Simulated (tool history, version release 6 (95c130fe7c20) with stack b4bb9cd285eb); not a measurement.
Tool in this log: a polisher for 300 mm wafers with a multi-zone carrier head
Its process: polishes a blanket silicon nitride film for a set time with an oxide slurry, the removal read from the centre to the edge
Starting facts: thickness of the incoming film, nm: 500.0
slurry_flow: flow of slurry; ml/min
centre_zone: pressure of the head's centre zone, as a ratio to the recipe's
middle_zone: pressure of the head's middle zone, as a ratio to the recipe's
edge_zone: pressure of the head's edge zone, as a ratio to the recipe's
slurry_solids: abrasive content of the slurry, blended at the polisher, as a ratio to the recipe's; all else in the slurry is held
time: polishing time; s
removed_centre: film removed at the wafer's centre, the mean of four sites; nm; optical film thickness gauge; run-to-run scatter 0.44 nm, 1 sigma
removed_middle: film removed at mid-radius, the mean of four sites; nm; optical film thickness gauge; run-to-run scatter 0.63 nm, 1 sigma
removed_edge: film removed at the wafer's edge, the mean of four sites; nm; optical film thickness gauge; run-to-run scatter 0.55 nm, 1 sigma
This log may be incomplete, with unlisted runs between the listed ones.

{"run": 1, "hour": 0.0, "slurry_flow": 310, "centre_zone": 1, "middle_zone": 1, "edge_zone": 1, "slurry_solids": 1, "time": 71, "removed_centre": 57.925, "removed_middle": 57.335, "removed_edge": 57.31}
{"run": 2, "hour": 1.8, "slurry_flow": 310, "centre_zone": 1, "middle_zone": 1, "edge_zone": 1, "slurry_solids": 0.8, "time": 71, "removed_centre": 53.669, "removed_middle": 53.195, "removed_edge": 53.05}
{"run": 3, "hour": 5.4, "slurry_flow": 310, "centre_zone": 1, "middle_zone": 1.05, "edge_zone": 1, "slurry_solids": 0.8, "time": 71, "removed_centre": 54.235, "removed_middle": 55.387, "removed_edge": 53.232}
{"run": 4, "hour": 9.2, "slurry_flow": 310, "centre_zone": 1, "middle_zone": 1.05, "edge_zone": 1, "slurry_solids": 0.65, "time": 71, "removed_centre": 49.875, "removed_middle": 52.118, "removed_edge": 50.583}
{"run": 5, "hour": 15.1, "slurry_flow": 310, "centre_zone": 1, "middle_zone": 1.12, "edge_zone": 1, "slurry_solids": 0.65, "time": 71, "removed_centre": 49.962, "removed_middle": 55.639, "removed_edge": 50.294}
{"run": 6, "hour": 16.7, "slurry_flow": 325, "centre_zone": 1, "middle_zone": 1.14, "edge_zone": 1.04, "slurry_solids": 0.75, "time": 72, "removed_centre": 53.929, "removed_middle": 59.591, "removed_edge": 54.328}
{"run": 7, "hour": 17.5, "slurry_flow": 330, "centre_zone": 0.99, "middle_zone": 1.16, "edge_zone": 1.05, "slurry_solids": 0.85, "time": 72, "removed_centre": 55.377, "removed_middle": 62.123, "removed_edge": 56.184}

The next listed run, before its measurement:
{"run": 8, "hour": 26.5, "slurry_flow": 335, "centre_zone": 0.98, "middle_zone": 1.17, "edge_zone": 1.05, "slurry_solids": 0.95, "time": 73, "removed_centre": "?", "removed_middle": "?", "removed_edge": "?"}

removed_centre: 57.56 nm
removed_middle: 67.341 nm
removed_edge: 58.481 nm
